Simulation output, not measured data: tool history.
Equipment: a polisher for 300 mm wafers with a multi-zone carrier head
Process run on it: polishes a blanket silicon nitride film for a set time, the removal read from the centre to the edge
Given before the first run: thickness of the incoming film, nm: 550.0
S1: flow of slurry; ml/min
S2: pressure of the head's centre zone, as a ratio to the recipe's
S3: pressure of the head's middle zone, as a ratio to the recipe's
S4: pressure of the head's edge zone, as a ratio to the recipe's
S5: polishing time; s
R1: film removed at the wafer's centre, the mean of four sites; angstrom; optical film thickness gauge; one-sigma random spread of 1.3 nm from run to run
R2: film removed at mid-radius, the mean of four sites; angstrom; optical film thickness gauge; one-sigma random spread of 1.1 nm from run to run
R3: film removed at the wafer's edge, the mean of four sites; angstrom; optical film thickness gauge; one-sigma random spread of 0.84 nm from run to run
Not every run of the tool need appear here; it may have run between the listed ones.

run  hour   S1    S2    S3    S4  S5      R1      R2      R3
  1     0  280     1     1     1  44  835.84  834.98   831.1
  2   1.7  280     1     1  1.02  45  848.88  843.99  867.16
  3   4.2  280  1.07     1  1.02  45   897.8  835.45  858.35
  4   6.3  285  1.07  1.01  1.04  46  918.67  862.98  883.23
  5   9.7  285  1.07  1.01  1.05  47  937.08  876.29  918.25
  6  12.5  285   1.1  1.01  1.05  47  981.35  867.79  899.05
  7  13.1  290  1.09  1.02  1.06  47  979.98  897.39  897.42
  8  17.8  290  1.08  1.02  1.07  48  984.45  912.51  917.58

Predict the results of run 9:
  9  18.6  290  1.07  1.01  1.07  49   ?   ?   ?

{"run 9": {"R1": 999.28, "R2": 925.8, "R3": 939.96}}
